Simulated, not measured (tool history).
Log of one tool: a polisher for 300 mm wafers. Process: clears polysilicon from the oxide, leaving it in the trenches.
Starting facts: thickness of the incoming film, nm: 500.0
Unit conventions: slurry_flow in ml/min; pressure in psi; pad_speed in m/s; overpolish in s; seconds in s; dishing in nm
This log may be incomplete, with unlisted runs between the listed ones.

{"run": 1, "hour": 0.0, "slurry_flow": 295, "pressure": 2.9, "pad_speed": 0.8, "overpolish": 24, "seconds": 50.645, "dishing": 43.253}
{"run": 2, "hour": 6.5, "slurry_flow": 220, "pressure": 2.9, "pad_speed": 0.8, "overpolish": 24, "seconds": 52.311, "dishing": 42.819}
{"run": 3, "hour": 8.3, "slurry_flow": 220, "pressure": 2.6, "pad_speed": 0.8, "overpolish": 24, "seconds": 57.776, "dishing": 43.03}
{"run": 4, "hour": 15.7, "slurry_flow": 220, "pressure": 3.2, "pad_speed": 0.8, "overpolish": 24, "seconds": 47.121, "dishing": 43.448}
{"run": 5, "hour": 18.7, "slurry_flow": 220, "pressure": 3.2, "pad_speed": 0.9, "overpolish": 24, "seconds": 40.96, "dishing": 42.546}
{"run": 6, "hour": 19.8, "slurry_flow": 180, "pressure": 3.2, "pad_speed": 0.9, "overpolish": 24, "seconds": 43.486, "dishing": 43.862}
{"run": 7, "hour": 21.8, "slurry_flow": 250, "pressure": 2.6, "pad_speed": 0.74, "overpolish": 19, "seconds": 60.741, "dishing": 42.15}
{"run": 8, "hour": 22.8, "slurry_flow": 250, "pressure": 2.2, "pad_speed": 0.66, "overpolish": 15, "seconds": 80.89, "dishing": 39.171}
{"run": 9, "hour": 29.4, "slurry_flow": 250, "pressure": 1.9, "pad_speed": 0.62, "overpolish": 17, "seconds": 94.99, "dishing": 38.948}

Expected results for the next run?
{"run": 10, "hour": 33.5, "slurry_flow": 250, "pressure": 1.7, "pad_speed": 0.6, "overpolish": 19, "seconds": "?", "dishing": "?"}

Run 10 gave seconds 110.89 s, dishing 37.83 nm.

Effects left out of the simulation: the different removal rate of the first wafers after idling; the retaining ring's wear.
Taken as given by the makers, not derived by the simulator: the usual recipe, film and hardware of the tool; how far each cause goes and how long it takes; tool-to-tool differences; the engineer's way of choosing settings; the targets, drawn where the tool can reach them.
